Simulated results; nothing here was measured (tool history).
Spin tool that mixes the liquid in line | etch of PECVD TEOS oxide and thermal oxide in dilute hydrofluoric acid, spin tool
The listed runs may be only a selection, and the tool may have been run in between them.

| run | hour | temperature setpoint of the liquid (C) | parts of water to one part of 49 % hydrofluoric acid (parts by volume) | time under the liquid (s) | thickness taken off the PECVD TEOS oxide on a monitor wafer (nm) | thickness taken off the thermal oxide on a monitor wafer (nm) |
|---|---|---|---|---|---|---|
| 1 | 0.0 | 23 | 230 | 85 | 4.3324 | 1.4790 |
| 2 | 5.7 | 23 | 275 | 85 | 3.4425 | 1.1685 |
| 3 | 7.5 | 25 | 220 | 85 | 4.9740 | 1.5861 |
| 4 | 13.8 | 25 | 270 | 85 | 3.8316 | 1.2625 |
| 5 | 16.6 | 25 | 270 | 120 | 5.3432 | 1.7966 |
| 6 | 23.7 | 25 | 270 | 150 | 6.7306 | 2.2111 |
| 7 | 32.2 | 26 | 245 | 150 | 7.9805 | 2.5285 |
| 8 | 39.6 | 26 | 215 | 150 | 9.3613 | 3.1338 |

Run 9, settings as shown, results not yet in. Your forecast:
| 9 | 43.5 | 27 | 200 | 150 | ? | ? |

Run 9 yielded thickness taken off the PECVD TEOS oxide on a monitor wafer (nm) 10.4420, thickness taken off the thermal oxide on a monitor wafer (nm) 3.4635.
